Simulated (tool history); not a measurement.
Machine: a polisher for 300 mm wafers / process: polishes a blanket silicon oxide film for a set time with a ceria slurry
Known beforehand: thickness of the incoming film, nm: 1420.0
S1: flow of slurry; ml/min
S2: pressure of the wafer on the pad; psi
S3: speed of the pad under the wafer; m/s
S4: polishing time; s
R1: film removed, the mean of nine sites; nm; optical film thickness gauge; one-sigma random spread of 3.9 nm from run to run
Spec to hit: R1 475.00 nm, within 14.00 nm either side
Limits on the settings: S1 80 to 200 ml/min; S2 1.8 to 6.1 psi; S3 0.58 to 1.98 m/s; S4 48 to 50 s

run	day	S1	S2	S3	S4	R1
1	0.000	130	3.9	1.28	48	292.59
2	0.238	140	4.5	1.28	48	331.09
3	0.308	140	4.9	1.28	48	360.43
4	0.650	140	4.9	1.42	48	400.64
5	0.829	125	4.9	1.42	48	391.15
6	1.104	125	4.9	1.42	50	402.74
7	1.304	140	5.0	1.42	50	423.31
8	1.600	145	5.1	1.42	50	435.25
9	1.779	150	5.2	1.42	50	447.30

Below are 5 possible settings for the next run. Only one of them brings all results inside the allowed miss of their targets. Which is it?
A	1.958	145	5.4	1.58	50	?
B	1.958	140	4.9	1.38	50	?
C	1.958	145	5.2	1.36	50	?
D	1.958	150	5.5	1.44	50	?
E	1.958	145	4.3	1.62	50	?

move	R1
A	511.95
B	409.38
C	427.95
D	478.26
E	430.30
A: carries the result that was furthest off beyond its target, to the other side
B: lands further from the targets than the last run did
C: lands further from the targets than the last run did
D: each result inside its tolerance
E: lands further from the targets than the last run did
The right move is D.
